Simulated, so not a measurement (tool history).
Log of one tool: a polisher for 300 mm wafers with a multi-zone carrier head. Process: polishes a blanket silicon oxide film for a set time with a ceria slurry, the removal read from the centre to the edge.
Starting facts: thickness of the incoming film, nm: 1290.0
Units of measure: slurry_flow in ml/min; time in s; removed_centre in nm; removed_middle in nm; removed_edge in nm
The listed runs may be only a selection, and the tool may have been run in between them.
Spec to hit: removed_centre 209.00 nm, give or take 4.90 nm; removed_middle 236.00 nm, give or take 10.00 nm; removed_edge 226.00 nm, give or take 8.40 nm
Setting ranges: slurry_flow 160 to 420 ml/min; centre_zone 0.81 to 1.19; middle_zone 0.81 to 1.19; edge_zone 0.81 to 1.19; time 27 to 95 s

Run 1, hour 0.0: slurry_flow 270 ml/min, centre_zone 1.00, middle_zone 1.00, edge_zone 1.00, time 61 s. Result: removed_centre 381.62 nm, removed_middle 382.74 nm, removed_edge 386.13 nm.
Run 2, hour 8.9: slurry_flow 270 ml/min, centre_zone 1.00, middle_zone 1.00, edge_zone 1.00, time 67 s. Result: removed_centre 417.04 nm, removed_middle 430.45 nm, removed_edge 420.23 nm.
Run 3, hour 11.4: slurry_flow 315 ml/min, centre_zone 1.00, middle_zone 1.00, edge_zone 1.00, time 67 s. Result: removed_centre 425.93 nm, removed_middle 440.14 nm, removed_edge 422.13 nm.
Run 4, hour 15.3: slurry_flow 330 ml/min, centre_zone 0.95, middle_zone 1.00, edge_zone 0.95, time 55 s. Result: removed_centre 337.76 nm, removed_middle 362.39 nm, removed_edge 338.56 nm.
Run 5, hour 17.0: slurry_flow 330 ml/min, centre_zone 0.98, middle_zone 1.00, edge_zone 0.95, time 55 s. Result: removed_centre 343.39 nm, removed_middle 353.17 nm, removed_edge 342.48 nm.
Run 6, hour 19.7: slurry_flow 325 ml/min, centre_zone 0.93, middle_zone 0.98, edge_zone 0.91, time 48 s. Result: removed_centre 289.35 nm, removed_middle 309.29 nm, removed_edge 296.24 nm.
Run 7, hour 24.0: slurry_flow 325 ml/min, centre_zone 0.90, middle_zone 0.97, edge_zone 0.88, time 43 s. Result: removed_centre 248.97 nm, removed_middle 266.83 nm, removed_edge 257.83 nm.
Run 8, hour 29.1: slurry_flow 275 ml/min, centre_zone 0.81, middle_zone 0.96, edge_zone 0.81, time 41 s. Result: removed_centre 215.97 nm, removed_middle 250.15 nm, removed_edge 233.87 nm.
Run 9, hour 35.1: slurry_flow 270 ml/min, centre_zone 0.81, middle_zone 0.95, edge_zone 0.81, time 40 s. Result: removed_centre 213.29 nm, removed_middle 242.71 nm, removed_edge 227.07 nm.
Run 10, hour 37.3: slurry_flow 270 ml/min, centre_zone 0.81, middle_zone 0.95, edge_zone 0.82, time 40 s. Result: removed_centre 210.67 nm, removed_middle 247.12 nm, removed_edge 228.33 nm.

Exactly one of the 4 candidate moves below puts every result within its allowed miss. Which one?
Run A, hour 39.5: slurry_flow 290 ml/min, centre_zone 0.83, middle_zone 1.18, edge_zone 0.81, time 38 s. Result: removed_centre ?, removed_middle ?, removed_edge ?.
Run B, hour 39.5: slurry_flow 230 ml/min, centre_zone 0.82, middle_zone 1.11, edge_zone 0.81, time 40 s. Result: removed_centre ?, removed_middle ?, removed_edge ?.
Run C, hour 39.5: slurry_flow 290 ml/min, centre_zone 0.82, middle_zone 0.91, edge_zone 0.83, time 39 s. Result: removed_centre ?, removed_middle ?, removed_edge ?.
Run D, hour 39.5: slurry_flow 225 ml/min, centre_zone 0.89, middle_zone 0.94, edge_zone 0.83, time 39 s. Result: removed_centre ?, removed_middle ?, removed_edge ?.

move  removed_centre  removed_middle  removed_edge
   A          208.42          266.70        219.75
   B          212.59          265.19        228.05
   C          211.64          234.93        228.36
   D          220.24          234.07        224.59
A: misses by more than the last run did
B: misses by more than the last run did
C: meets every target
D: the worst result of the last run now meets its target, but another is out of spec
The move that meets every target is C.
